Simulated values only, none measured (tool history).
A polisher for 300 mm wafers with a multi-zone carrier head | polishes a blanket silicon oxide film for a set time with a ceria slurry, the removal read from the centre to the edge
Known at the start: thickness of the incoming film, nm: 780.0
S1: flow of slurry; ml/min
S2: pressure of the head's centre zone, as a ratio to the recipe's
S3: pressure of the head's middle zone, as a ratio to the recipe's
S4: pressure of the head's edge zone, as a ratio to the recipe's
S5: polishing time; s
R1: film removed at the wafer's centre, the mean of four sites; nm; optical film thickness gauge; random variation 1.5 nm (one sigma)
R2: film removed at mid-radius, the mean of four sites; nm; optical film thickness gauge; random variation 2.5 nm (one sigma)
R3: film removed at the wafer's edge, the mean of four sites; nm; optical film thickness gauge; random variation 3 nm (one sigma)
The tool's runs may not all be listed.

{"run": 1, "day": 0.0, "S1": 190, "S2": 1, "S3": 1, "S4": 1, "S5": 56, "R1": 321.57, "R2": 318.64, "R3": 321.33}
{"run": 2, "day": 0.229, "S1": 190, "S2": 1, "S3": 0.95, "S4": 1, "S5": 56, "R1": 322.26, "R2": 314.21, "R3": 314.17}
{"run": 3, "day": 0.492, "S1": 180, "S2": 0.98, "S3": 0.93, "S4": 1.02, "S5": 53, "R1": 296.62, "R2": 284.56, "R3": 311.03}
{"run": 4, "day": 0.596, "S1": 180, "S2": 0.96, "S3": 0.92, "S4": 1, "S5": 51, "R1": 281.43, "R2": 270.89, "R3": 290.61}
{"run": 5, "day": 0.688, "S1": 180, "S2": 0.96, "S3": 0.92, "S4": 1, "S5": 43, "R1": 242, "R2": 232.05, "R3": 247.56}
{"run": 6, "day": 0.896, "S1": 180, "S2": 0.96, "S3": 0.92, "S4": 1, "S5": 38, "R1": 211.44, "R2": 204.71, "R3": 211.79}
{"run": 7, "day": 1.242, "S1": 175, "S2": 0.95, "S3": 0.92, "S4": 1, "S5": 38, "R1": 207.67, "R2": 203, "R3": 215.92}
{"run": 8, "day": 1.396, "S1": 170, "S2": 0.94, "S3": 0.93, "S4": 1, "S5": 38, "R1": 203.73, "R2": 205.12, "R3": 221.41}

Forecast run 9:
{"run": 9, "day": 1.538, "S1": 160, "S2": 0.93, "S3": 0.94, "S4": 0.99, "S5": 38, "R1": "?", "R2": "?", "R3": "?"}

{"run 9": {"R1": 201.38, "R2": 204.81, "R3": 218.82}}
